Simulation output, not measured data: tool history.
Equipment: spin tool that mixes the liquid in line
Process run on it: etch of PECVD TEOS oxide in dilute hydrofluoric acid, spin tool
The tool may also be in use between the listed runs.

run,day,temperature setpoint of the liquid (C),parts of water to one part of 49 % hydrofluoric acid (parts by volume),time under the liquid (s),thickness taken off the PECVD TEOS oxide on a monitor wafer (angstrom)
1,0.000,21.0,130,295,317.43
2,0.304,22.5,130,295,336.09
3,0.342,22.5,100,295,452.85
4,0.621,22.5,100,315,481.82
5,0.838,22.5,70,315,714.30
6,1.000,21.0,80,315,580.46
7,1.208,20.0,85,315,524.37

Expected results for the next run?
8,1.475,19.0,90,315,?

{"run 8": {"thickness taken off the PECVD TEOS oxide on a monitor wafer (angstrom)": 470.25}}
